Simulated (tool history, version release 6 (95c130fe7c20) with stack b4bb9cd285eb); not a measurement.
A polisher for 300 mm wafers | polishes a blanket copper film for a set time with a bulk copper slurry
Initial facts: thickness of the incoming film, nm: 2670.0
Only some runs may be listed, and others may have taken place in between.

run,hour,flow of slurry (ml/min),pressure of the wafer on the pad (psi),speed of the pad under the wafer (m/s),abrasive content of the slurry,polishing time (s),film removed (nm)
1,0,185,2,1.42,1,120,921.02
2,3,190,2.1,1.42,1,120,977.3
3,5.3,190,1.7,1.42,1,120,800.45
4,8.3,195,1.9,1.42,1,120,877.31
5,15.7,195,1.9,1.42,0.9,120,877.96
6,17.7,195,1.9,1.2,0.9,120,759.55

Predict the results of run 7:
# hour 25.1: slurry nozzle cleaned
7,25.1,200,2.1,1.2,0.9,120,?

Run 7 produced film removed (nm) 838.87.
